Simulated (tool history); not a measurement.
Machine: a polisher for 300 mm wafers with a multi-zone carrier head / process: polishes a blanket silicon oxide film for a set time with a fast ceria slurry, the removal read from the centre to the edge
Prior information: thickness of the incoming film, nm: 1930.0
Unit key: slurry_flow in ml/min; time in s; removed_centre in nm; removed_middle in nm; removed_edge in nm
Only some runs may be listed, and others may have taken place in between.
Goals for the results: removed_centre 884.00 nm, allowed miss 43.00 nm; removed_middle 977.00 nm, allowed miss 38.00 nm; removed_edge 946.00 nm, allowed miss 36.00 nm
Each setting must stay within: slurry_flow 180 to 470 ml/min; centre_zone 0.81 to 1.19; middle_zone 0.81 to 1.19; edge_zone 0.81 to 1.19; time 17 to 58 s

run 1 hour=0.0 | slurry_flow=300 centre_zone=1.00 middle_zone=1.00 edge_zone=1.00 time=37 | removed_centre=669.47 removed_middle=662.86 removed_edge=674.38
run 2 hour=7.5 | slurry_flow=300 centre_zone=1.00 middle_zone=1.02 edge_zone=1.02 time=39 | removed_centre=685.04 removed_middle=708.03 removed_edge=706.82
run 3 hour=13.7 | slurry_flow=300 centre_zone=1.00 middle_zone=1.02 edge_zone=1.09 time=39 | removed_centre=689.79 removed_middle=703.85 removed_edge=731.01
run 4 hour=18.4 | slurry_flow=300 centre_zone=1.00 middle_zone=1.03 edge_zone=1.10 time=41 | removed_centre=747.53 removed_middle=755.30 removed_edge=771.90
run 5 hour=25.7 | slurry_flow=360 centre_zone=1.00 middle_zone=1.03 edge_zone=1.10 time=41 | removed_centre=752.64 removed_middle=758.62 removed_edge=782.54
run 6 hour=32.0 | slurry_flow=330 centre_zone=1.00 middle_zone=1.03 edge_zone=1.10 time=41 | removed_centre=716.59 removed_middle=755.52 removed_edge=775.14
run 7 hour=39.4 | slurry_flow=330 centre_zone=1.01 middle_zone=1.04 edge_zone=1.10 time=42 | removed_centre=766.64 removed_middle=770.48 removed_edge=788.72
run 8 hour=45.3 | slurry_flow=330 centre_zone=1.00 middle_zone=1.05 edge_zone=1.10 time=43 | removed_centre=777.17 removed_middle=808.49 removed_edge=804.63
run 9 hour=51.6 | slurry_flow=330 centre_zone=0.99 middle_zone=1.05 edge_zone=1.11 time=44 | removed_centre=776.04 removed_middle=822.48 removed_edge=815.43
run 10 hour=56.2 | slurry_flow=330 centre_zone=0.99 middle_zone=1.05 edge_zone=1.11 time=44 | removed_centre=778.75 removed_middle=815.00 removed_edge=818.71
run 11 hour=62.3 | slurry_flow=330 centre_zone=0.99 middle_zone=1.06 edge_zone=1.12 time=45 | removed_centre=798.83 removed_middle=839.41 removed_edge=867.33
run 12 hour=65.7 | slurry_flow=330 centre_zone=0.99 middle_zone=1.08 edge_zone=1.12 time=46 | removed_centre=832.84 removed_middle=868.34 removed_edge=876.64

Exactly one of the 5 candidate moves below puts every result within its allowed miss. Which one?
run A hour=69.1 | slurry_flow=395 centre_zone=1.02 middle_zone=1.09 edge_zone=1.03 time=55 | removed_centre=? removed_middle=? removed_edge=?
run B hour=69.1 | slurry_flow=315 centre_zone=0.95 middle_zone=1.13 edge_zone=1.05 time=52 | removed_centre=? removed_middle=? removed_edge=?
run C hour=69.1 | slurry_flow=350 centre_zone=0.90 middle_zone=1.01 edge_zone=1.19 time=54 | removed_centre=? removed_middle=? removed_edge=?
run D hour=69.1 | slurry_flow=275 centre_zone=1.03 middle_zone=1.16 edge_zone=1.19 time=48 | removed_centre=? removed_middle=? removed_edge=?
run E hour=69.1 | slurry_flow=240 centre_zone=1.06 middle_zone=0.90 edge_zone=1.15 time=49 | removed_centre=? removed_middle=? removed_edge=?

move=A removed_centre=1049.00 removed_middle=1090.60 removed_edge=1008.70
move=B removed_centre=915.67 removed_middle=1044.50 removed_edge=949.90
move=C removed_centre=915.33 removed_middle=997.95 removed_edge=1059.70
move=D removed_centre=895.17 removed_middle=973.39 removed_edge=926.06
move=E removed_centre=922.21 removed_middle=798.85 removed_edge=922.81
A: takes the biggest miss from the last run beyond its target
B: takes the biggest miss from the last run beyond its target
C: gets the furthest-off result to its target, but another result is out of tolerance
D: in spec on every target
E: lands further from the targets than the last run did
D is the move that brings every result within its allowed miss.
